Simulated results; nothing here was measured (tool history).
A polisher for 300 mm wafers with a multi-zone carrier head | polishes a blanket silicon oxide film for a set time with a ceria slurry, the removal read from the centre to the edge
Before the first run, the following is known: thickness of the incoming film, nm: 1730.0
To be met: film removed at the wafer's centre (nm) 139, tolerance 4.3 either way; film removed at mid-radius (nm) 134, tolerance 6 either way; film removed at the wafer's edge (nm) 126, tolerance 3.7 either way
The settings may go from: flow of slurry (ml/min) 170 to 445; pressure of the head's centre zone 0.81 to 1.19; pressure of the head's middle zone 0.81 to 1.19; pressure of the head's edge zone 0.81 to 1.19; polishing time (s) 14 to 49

run	hour	flow of slurry (ml/min)	pressure of the head's centre zone	pressure of the head's middle zone	pressure of the head's edge zone	polishing time (s)	film removed at the wafer's centre (nm)	film removed at mid-radius (nm)	film removed at the wafer's edge (nm)
1	0	285	1	1	1	31	169.84	174.88	176.56
2	1.4	285	1	0.92	1	31	168.86	162.98	174.76
3	9.1	285	1.01	0.93	0.97	30	165	163.1	170.3
4	11.2	285	1.01	0.93	1.01	30	163.5	158.32	173.64
5	14.4	285	0.96	0.93	1.01	30	153.71	160.6	173.28
6	15.4	285	0.98	0.93	0.98	29	156.19	159.37	162.46
7	17	280	0.98	0.91	0.96	28	148.27	145.77	158.33
8	22.3	290	0.99	0.93	0.94	27	146.2	144.01	151.55
9	24.3	285	1.05	0.98	0.84	23	131.49	130.34	122.2
10	30.5	285	1.05	0.98	0.84	23	130.64	126.6	119.79
11	31.2	295	1.05	0.99	0.85	23	133.52	128.22	122.49
12	40	300	1.05	1	0.85	23	130.71	128.15	122.59

Exactly one of the 5 candidate moves below puts every result within its allowed miss. Which one?
A	48.8	340	1	0.97	0.97	23	?	?	?
B	48.8	305	0.98	0.93	0.92	22	?	?	?
C	48.8	360	0.92	0.94	0.82	24	?	?	?
D	48.8	170	1.05	0.98	0.81	25	?	?	?
E	48.8	360	0.99	1.03	0.9	23	?	?	?

move	film removed at the wafer's centre (nm)	film removed at mid-radius (nm)	film removed at the wafer's edge (nm)
A	126.5	127.93	133.14
B	117.64	118.14	123.62
C	121.81	131.23	129.05
D	137.15	133.6	128.64
E	125.76	133.79	128.83
A: misses by more than the last run did
B: misses by more than the last run did
C: misses by more than the last run did
D: all results in spec
E: misses by more than the last run did
Go with D: it meets all targets.
